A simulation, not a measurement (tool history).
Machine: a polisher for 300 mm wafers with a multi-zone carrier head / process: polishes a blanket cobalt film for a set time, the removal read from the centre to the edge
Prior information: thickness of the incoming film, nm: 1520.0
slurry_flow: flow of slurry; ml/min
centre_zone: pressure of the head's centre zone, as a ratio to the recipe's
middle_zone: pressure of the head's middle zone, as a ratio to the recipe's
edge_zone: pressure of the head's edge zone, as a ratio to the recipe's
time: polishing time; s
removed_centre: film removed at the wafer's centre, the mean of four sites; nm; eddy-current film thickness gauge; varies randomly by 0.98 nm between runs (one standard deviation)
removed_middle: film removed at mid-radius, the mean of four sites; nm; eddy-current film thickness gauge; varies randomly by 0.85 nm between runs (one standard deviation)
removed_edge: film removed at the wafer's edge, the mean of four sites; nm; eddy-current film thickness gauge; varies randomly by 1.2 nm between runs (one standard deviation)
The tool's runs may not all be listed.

run 1 day=0.000 | slurry_flow=235 centre_zone=1.00 middle_zone=1.00 edge_zone=1.00 time=36 | removed_centre=146.72 removed_middle=142.46 removed_edge=141.23
run 2 day=0.146 | slurry_flow=230 centre_zone=1.01 middle_zone=0.96 edge_zone=0.98 time=34 | removed_centre=139.13 removed_middle=131.76 removed_edge=134.84
run 3 day=0.458 | slurry_flow=230 centre_zone=1.04 middle_zone=0.94 edge_zone=0.97 time=32 | removed_centre=135.54 removed_middle=122.60 removed_edge=125.30
run 4 day=0.588 | slurry_flow=230 centre_zone=1.04 middle_zone=0.94 edge_zone=0.97 time=36 | removed_centre=152.11 removed_middle=134.64 removed_edge=140.71
run 5 day=0.662 | slurry_flow=230 centre_zone=1.04 middle_zone=0.94 edge_zone=0.97 time=30 | removed_centre=124.04 removed_middle=111.87 removed_edge=118.15
run 6 day=0.983 | slurry_flow=230 centre_zone=1.04 middle_zone=0.94 edge_zone=0.97 time=35 | removed_centre=145.61 removed_middle=130.52 removed_edge=136.49
run 7 day=1.217 | slurry_flow=225 centre_zone=1.05 middle_zone=0.92 edge_zone=0.95 time=33 | removed_centre=137.80 removed_middle=121.89 removed_edge=129.41
-- day=1.492 edge zone pressure recalibrated
run 8 day=1.492 | slurry_flow=230 centre_zone=1.07 middle_zone=0.91 edge_zone=0.95 time=31 | removed_centre=132.44 removed_middle=114.37 removed_edge=117.34
run 9 day=1.833 | slurry_flow=225 centre_zone=1.08 middle_zone=0.89 edge_zone=0.95 time=30 | removed_centre=130.92 removed_middle=106.08 removed_edge=112.84
run 10 day=2.192 | slurry_flow=220 centre_zone=1.07 middle_zone=0.87 edge_zone=0.94 time=30 | removed_centre=128.35 removed_middle=103.76 removed_edge=112.34

Estimate the outcome of run 11 from the log above:
run 11 day=2.421 | slurry_flow=215 centre_zone=1.06 middle_zone=0.86 edge_zone=0.93 time=30 | removed_centre=? removed_middle=? removed_edge=?

{"run 11": {"removed_centre": 129.43, "removed_middle": 103.56, "removed_edge": 112.94}}

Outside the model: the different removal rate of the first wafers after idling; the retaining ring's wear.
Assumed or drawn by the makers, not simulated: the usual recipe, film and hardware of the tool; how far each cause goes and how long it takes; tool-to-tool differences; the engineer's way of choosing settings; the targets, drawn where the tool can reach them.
